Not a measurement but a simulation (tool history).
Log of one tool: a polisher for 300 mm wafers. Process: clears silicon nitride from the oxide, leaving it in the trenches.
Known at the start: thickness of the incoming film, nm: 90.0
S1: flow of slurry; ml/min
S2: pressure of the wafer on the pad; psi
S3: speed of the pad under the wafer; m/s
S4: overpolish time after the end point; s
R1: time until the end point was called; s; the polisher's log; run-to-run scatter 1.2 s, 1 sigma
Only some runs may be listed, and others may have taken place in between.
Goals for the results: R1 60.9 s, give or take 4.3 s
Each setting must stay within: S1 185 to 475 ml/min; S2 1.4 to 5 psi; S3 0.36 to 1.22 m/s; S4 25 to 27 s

{"run": 1, "hour": 0.0, "S1": 305, "S2": 3.2, "S3": 0.78, "S4": 25, "R1": 96.06}
{"run": 2, "hour": 1.9, "S1": 305, "S2": 3.6, "S3": 0.8, "S4": 25, "R1": 80.292}
{"run": 3, "hour": 9.9, "S1": 305, "S2": 3.8, "S3": 0.8, "S4": 25, "R1": 78.124}
{"run": 4, "hour": 12.1, "S1": 305, "S2": 4, "S3": 0.82, "S4": 25, "R1": 69.955}
{"run": 5, "hour": 14.7, "S1": 305, "S2": 4.3, "S3": 0.82, "S4": 25, "R1": 67.878}
{"run": 6, "hour": 19.4, "S1": 235, "S2": 4.3, "S3": 0.82, "S4": 25, "R1": 72.068}
{"run": 7, "hour": 23.1, "S1": 245, "S2": 4.4, "S3": 0.82, "S4": 25, "R1": 66.606}
{"run": 8, "hour": 25.1, "S1": 245, "S2": 4.5, "S3": 0.82, "S4": 25, "R1": 66.446}

Exercise: of the 4 proposed moves below, exactly one satisfies all targets within the stated allowed misses. Which move is it?
{"run": "A", "hour": 27.1, "S1": 215, "S2": 4.6, "S3": 0.9, "S4": 25, "R1": "?"}
{"run": "B", "hour": 27.1, "S1": 200, "S2": 4.6, "S3": 0.72, "S4": 25, "R1": "?"}
{"run": "C", "hour": 27.1, "S1": 225, "S2": 4.8, "S3": 1, "S4": 27, "R1": "?"}
{"run": "D", "hour": 27.1, "S1": 255, "S2": 4.6, "S3": 0.98, "S4": 25, "R1": "?"}

move=A R1=57.992
move=B R1=72.254
move=C R1=50.028
move=D R1=52.317
A: hits every target within its allowed miss
B: misses by more than the last run did
C: carries the result that was furthest off beyond its target, to the other side
D: carries the result that was furthest off beyond its target, to the other side
Move A is the one to make.
